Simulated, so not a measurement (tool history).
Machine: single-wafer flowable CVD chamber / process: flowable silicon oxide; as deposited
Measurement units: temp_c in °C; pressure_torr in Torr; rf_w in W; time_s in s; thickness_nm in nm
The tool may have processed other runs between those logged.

run,hour,temp_c,pressure_torr,rf_w,time_s,thickness_nm
1,0,95,0.883,1890,766,672.32
2,9,95,1.03,1890,766,766.04
3,17.9,95,0.924,1890,766,697.38
4,26.4,95,0.924,1995,766,709.27
5,33.5,90,0.924,1995,766,853.51
6,38.7,90,0.924,1995,791,885.01
7,41.6,89,0.924,1995,791,911.71
8,48.5,88,0.924,1995,791,945.79
9,55.9,87,0.924,1995,791,976.43
10,56.6,86,0.924,1995,791,1009.3

The next listed run, before its measurement:
11,64.4,85,0.924,1995,791,?

thickness_nm: 1050.6 nm
